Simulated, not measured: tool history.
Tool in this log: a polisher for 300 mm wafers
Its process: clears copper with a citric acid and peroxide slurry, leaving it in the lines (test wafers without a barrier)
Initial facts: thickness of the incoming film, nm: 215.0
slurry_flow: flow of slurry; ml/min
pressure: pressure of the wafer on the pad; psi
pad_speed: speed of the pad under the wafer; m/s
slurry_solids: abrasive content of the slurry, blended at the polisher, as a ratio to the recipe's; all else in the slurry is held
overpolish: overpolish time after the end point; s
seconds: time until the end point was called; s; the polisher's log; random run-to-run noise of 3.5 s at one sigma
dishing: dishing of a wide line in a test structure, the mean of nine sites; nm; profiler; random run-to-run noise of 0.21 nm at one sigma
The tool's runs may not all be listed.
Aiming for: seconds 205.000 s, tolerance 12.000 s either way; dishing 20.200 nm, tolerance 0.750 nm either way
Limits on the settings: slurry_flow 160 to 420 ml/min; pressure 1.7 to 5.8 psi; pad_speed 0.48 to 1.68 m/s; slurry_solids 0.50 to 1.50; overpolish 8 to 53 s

run 1 hour=0.0 | slurry_flow=270 pressure=3.7 pad_speed=1.08 slurry_solids=1.00 overpolish=27 | seconds=76.770 dishing=34.482
run 2 hour=2.6 | slurry_flow=320 pressure=3.7 pad_speed=1.08 slurry_solids=1.00 overpolish=27 | seconds=76.616 dishing=34.284
run 3 hour=9.0 | slurry_flow=320 pressure=3.7 pad_speed=1.28 slurry_solids=1.00 overpolish=27 | seconds=66.272 dishing=36.788
run 4 hour=17.6 | slurry_flow=320 pressure=3.1 pad_speed=1.04 slurry_solids=0.95 overpolish=27 | seconds=92.988 dishing=30.239
run 5 hour=21.5 | slurry_flow=320 pressure=2.6 pad_speed=0.86 slurry_solids=0.95 overpolish=28 | seconds=133.790 dishing=24.644
run 6 hour=25.9 | slurry_flow=360 pressure=2.6 pad_speed=0.86 slurry_solids=0.95 overpolish=28 | seconds=135.050 dishing=25.057
run 7 hour=31.8 | slurry_flow=360 pressure=2.3 pad_speed=0.80 slurry_solids=0.95 overpolish=29 | seconds=164.630 dishing=21.878
run 8 hour=35.6 | slurry_flow=360 pressure=2.1 pad_speed=0.80 slurry_solids=0.95 overpolish=30 | seconds=170.630 dishing=21.906
run 9 hour=37.9 | slurry_flow=360 pressure=2.0 pad_speed=0.78 slurry_solids=0.95 overpolish=31 | seconds=191.610 dishing=20.949
run 10 hour=39.2 | slurry_flow=360 pressure=1.8 pad_speed=0.78 slurry_solids=0.95 overpolish=31 | seconds=210.410 dishing=19.407

Of the 5 settings listed for the next run, only one would bring every result within its allowed miss of target. Which one?
run A hour=40.5 | slurry_flow=300 pressure=1.7 pad_speed=0.88 slurry_solids=0.90 overpolish=32 | seconds=? dishing=?
run B hour=40.5 | slurry_flow=365 pressure=1.7 pad_speed=0.84 slurry_solids=0.95 overpolish=36 | seconds=? dishing=?
run C hour=40.5 | slurry_flow=360 pressure=1.8 pad_speed=0.88 slurry_solids=1.00 overpolish=25 | seconds=? dishing=?
run D hour=40.5 | slurry_flow=420 pressure=1.8 pad_speed=0.78 slurry_solids=0.80 overpolish=29 | seconds=? dishing=?
run E hour=40.5 | slurry_flow=385 pressure=1.7 pad_speed=0.68 slurry_solids=1.00 overpolish=39 | seconds=? dishing=?

move=A seconds=207.060 dishing=20.221
move=B seconds=210.950 dishing=21.707
move=C seconds=189.480 dishing=18.021
move=D seconds=220.740 dishing=17.983
move=E seconds=253.030 dishing=20.246
A: all results land within tolerance of their targets
B: takes the result that was furthest off past its target
C: further off than the last run
D: further off than the last run
E: gets the furthest-off result to its target, but another result is out of tolerance
Go with A: it meets all targets.
